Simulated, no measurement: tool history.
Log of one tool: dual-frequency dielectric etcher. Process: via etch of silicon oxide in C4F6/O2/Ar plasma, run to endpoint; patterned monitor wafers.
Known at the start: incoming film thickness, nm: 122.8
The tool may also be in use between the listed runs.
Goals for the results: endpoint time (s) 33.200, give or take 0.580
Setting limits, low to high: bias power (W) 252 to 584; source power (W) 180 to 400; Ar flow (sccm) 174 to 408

Run 1, hour 0.0: bias power (W) 418, source power (W) 290, Ar flow (sccm) 291. Result: endpoint time (s) 29.804.
Run 2, hour 6.5: bias power (W) 418, source power (W) 330, Ar flow (sccm) 291. Result: endpoint time (s) 28.393.
Run 3, hour 8.7: bias power (W) 376, source power (W) 320, Ar flow (sccm) 292. Result: endpoint time (s) 29.997.
Run 4, hour 13.8: bias power (W) 350, source power (W) 320, Ar flow (sccm) 293. Result: endpoint time (s) 30.826.
Run 5, hour 16.2: bias power (W) 331, source power (W) 320, Ar flow (sccm) 293. Result: endpoint time (s) 31.535.
Run 6, hour 17.1: bias power (W) 318, source power (W) 320, Ar flow (sccm) 293. Result: endpoint time (s) 32.042.
Run 7, hour 20.8: bias power (W) 309, source power (W) 320, Ar flow (sccm) 293. Result: endpoint time (s) 32.334.
Run 8, hour 27.4: bias power (W) 309, source power (W) 320, Ar flow (sccm) 293. Result: endpoint time (s) 32.362.

Exactly one of the 5 candidate moves below puts every result within its allowed miss. Which one?
Run A, hour 34.0: bias power (W) 344, source power (W) 320, Ar flow (sccm) 269. Result: endpoint time (s) ?.
Run B, hour 34.0: bias power (W) 332, source power (W) 320, Ar flow (sccm) 312. Result: endpoint time (s) ?.
Run C, hour 34.0: bias power (W) 339, source power (W) 340, Ar flow (sccm) 286. Result: endpoint time (s) ?.
Run D, hour 34.0: bias power (W) 276, source power (W) 340, Ar flow (sccm) 295. Result: endpoint time (s) ?.
Run E, hour 34.0: bias power (W) 295, source power (W) 340, Ar flow (sccm) 283. Result: endpoint time (s) ?.

move  endpoint time (s)
   A             30.694
   B             31.837
   C             30.466
   D             33.114
   E             32.082
A: moves away from the targets compared with the last run
B: moves away from the targets compared with the last run
C: moves away from the targets compared with the last run
D: each result inside its tolerance
E: moves away from the targets compared with the last run
The move that meets every target is D.

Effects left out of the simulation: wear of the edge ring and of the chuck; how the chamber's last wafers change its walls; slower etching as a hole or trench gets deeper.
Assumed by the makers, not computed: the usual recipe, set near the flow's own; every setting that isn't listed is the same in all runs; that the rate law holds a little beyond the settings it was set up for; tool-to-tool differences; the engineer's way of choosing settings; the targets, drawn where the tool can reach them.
